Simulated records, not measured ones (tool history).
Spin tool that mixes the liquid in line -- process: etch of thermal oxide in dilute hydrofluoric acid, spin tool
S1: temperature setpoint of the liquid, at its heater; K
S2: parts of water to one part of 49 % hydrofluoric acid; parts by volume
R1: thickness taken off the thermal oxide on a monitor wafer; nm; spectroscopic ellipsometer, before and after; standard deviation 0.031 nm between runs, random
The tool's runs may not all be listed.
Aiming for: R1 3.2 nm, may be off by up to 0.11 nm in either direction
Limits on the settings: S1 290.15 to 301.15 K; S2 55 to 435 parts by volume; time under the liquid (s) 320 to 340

Run 1, hour 0: S1 293.15 K, S2 245 parts by volume, time under the liquid (s) 320. Result: R1 4.1155 nm.
Run 2, hour 1.4: S1 292.65 K, S2 250 parts by volume, time under the liquid (s) 320. Result: R1 3.8988 nm.
Run 3, hour 6.7: S1 292.15 K, S2 255 parts by volume, time under the liquid (s) 320. Result: R1 3.7 nm.
Run 4, hour 12.5: S1 291.65 K, S2 255 parts by volume, time under the liquid (s) 320. Result: R1 3.6165 nm.
Run 5, hour 19.9: S1 291.65 K, S2 190 parts by volume, time under the liquid (s) 320. Result: R1 5.2921 nm.
Run 6, hour 24.3: S1 291.15 K, S2 205 parts by volume, time under the liquid (s) 320. Result: R1 4.7165 nm.
Run 7, hour 28.7: S1 291.15 K, S2 215 parts by volume, time under the liquid (s) 320. Result: R1 4.4346 nm.
Run 8, hour 31.7: S1 291.15 K, S2 225 parts by volume, time under the liquid (s) 320. Result: R1 4.1939 nm.
Run 9, hour 36.7: S1 291.15 K, S2 230 parts by volume, time under the liquid (s) 320. Result: R1 4.0857 nm.

4 next moves are on the table. One of them brings every result within its allowed miss. Which?
Run A, hour 41.7: S1 290.65 K, S2 290 parts by volume, time under the liquid (s) 320. Result: R1 ?.
Run B, hour 41.7: S1 290.65 K, S2 175 parts by volume, time under the liquid (s) 340. Result: R1 ?.
Run C, hour 41.7: S1 290.15 K, S2 290 parts by volume, time under the liquid (s) 340. Result: R1 ?.
Run D, hour 41.7: S1 290.65 K, S2 260 parts by volume, time under the liquid (s) 320. Result: R1 ?.

move      R1
   A  3.0302
   B  5.9159
   C  3.1591
   D  3.4684
A: moves the result that the last run missed by most past its target, out the other side
B: lands further from the targets than the last run did
C: meets every target
D: gains on the last run, yet a result remains outside its allowed miss
C is the move that brings every result within its allowed miss.
